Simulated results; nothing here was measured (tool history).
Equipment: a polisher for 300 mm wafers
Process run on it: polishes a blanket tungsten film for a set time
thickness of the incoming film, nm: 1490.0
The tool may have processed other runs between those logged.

run,day,flow of slurry (ml/min),pressure of the wafer on the pad (psi),speed of the pad under the wafer (m/s),abrasive content of the slurry,polishing time (s),film removed (nm)
1,0,125,4,1.24,1,43,308.32
2,0.208,125,4,1.5,1,43,356.83
3,0.35,155,4,1.5,1,43,371.86
4,0.392,155,3.1,1.5,1,43,295.39
5,0.683,155,3.1,1.5,1,43,292.16
6,0.875,155,2.9,1.38,1,43,258.66
7,1.083,155,2.7,1.28,1,43,222.85
8,1.371,155,2.6,1.2,1,43,207.59
9,1.533,155,2.5,1.14,1,43,191.42
10,1.883,155,2.4,1.08,1,43,175.05
11,2.246,155,2.3,1.04,1,43,158.95

Expected results for the next run?
12,2.412,135,1.8,0.88,1,43,?

film removed (nm): 110.59

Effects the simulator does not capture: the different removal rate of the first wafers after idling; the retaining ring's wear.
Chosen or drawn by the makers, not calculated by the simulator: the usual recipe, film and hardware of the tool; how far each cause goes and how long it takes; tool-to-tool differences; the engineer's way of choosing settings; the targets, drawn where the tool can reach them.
